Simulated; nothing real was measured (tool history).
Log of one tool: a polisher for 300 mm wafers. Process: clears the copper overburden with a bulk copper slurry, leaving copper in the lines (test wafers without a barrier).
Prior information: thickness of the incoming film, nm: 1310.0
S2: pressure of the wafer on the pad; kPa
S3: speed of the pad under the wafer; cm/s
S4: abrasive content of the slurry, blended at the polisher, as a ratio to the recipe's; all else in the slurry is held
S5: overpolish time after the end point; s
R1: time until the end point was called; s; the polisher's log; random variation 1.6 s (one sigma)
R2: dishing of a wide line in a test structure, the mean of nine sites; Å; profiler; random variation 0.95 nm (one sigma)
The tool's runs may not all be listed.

{"run": 1, "day": 0.0, "flow of slurry (ml/min)": 275, "S2": 22.1, "S3": 90, "S4": 1, "S5": 11, "R1": 159.03, "R2": 597.67}
{"run": 2, "day": 0.204, "flow of slurry (ml/min)": 235, "S2": 22.1, "S3": 90, "S4": 1, "S5": 11, "R1": 161.7, "R2": 600.74}
{"run": 3, "day": 0.408, "flow of slurry (ml/min)": 235, "S2": 22.1, "S3": 110, "S4": 1, "S5": 11, "R1": 131.47, "R2": 689.94}
{"run": 4, "day": 0.617, "flow of slurry (ml/min)": 235, "S2": 22.1, "S3": 110, "S4": 1.1, "S5": 11, "R1": 129.17, "R2": 713.28}
{"run": 5, "day": 0.779, "flow of slurry (ml/min)": 235, "S2": 22.1, "S3": 110, "S4": 1.1, "S5": 6, "R1": 131.44, "R2": 429.07}
{"run": 6, "day": 0.925, "flow of slurry (ml/min)": 240, "S2": 22.1, "S3": 108, "S4": 1.1, "S5": 8, "R1": 129.59, "R2": 548.55}
{"run": 7, "day": 1.008, "flow of slurry (ml/min)": 240, "S2": 21.4, "S3": 106, "S4": 1.15, "S5": 9, "R1": 136.76, "R2": 582.02}
{"run": 8, "day": 1.3, "flow of slurry (ml/min)": 240, "S2": 21.4, "S3": 106, "S4": 1.2, "S5": 10, "R1": 134.1, "R2": 640.16}

Run 9 comes next. What will it give?
{"run": 9, "day": 1.442, "flow of slurry (ml/min)": 235, "S2": 20.7, "S3": 104, "S4": 1.25, "S5": 16, "R1": "?", "R2": "?"}

Run 9 yielded R1 139.85 s, R2 867.21 Å.

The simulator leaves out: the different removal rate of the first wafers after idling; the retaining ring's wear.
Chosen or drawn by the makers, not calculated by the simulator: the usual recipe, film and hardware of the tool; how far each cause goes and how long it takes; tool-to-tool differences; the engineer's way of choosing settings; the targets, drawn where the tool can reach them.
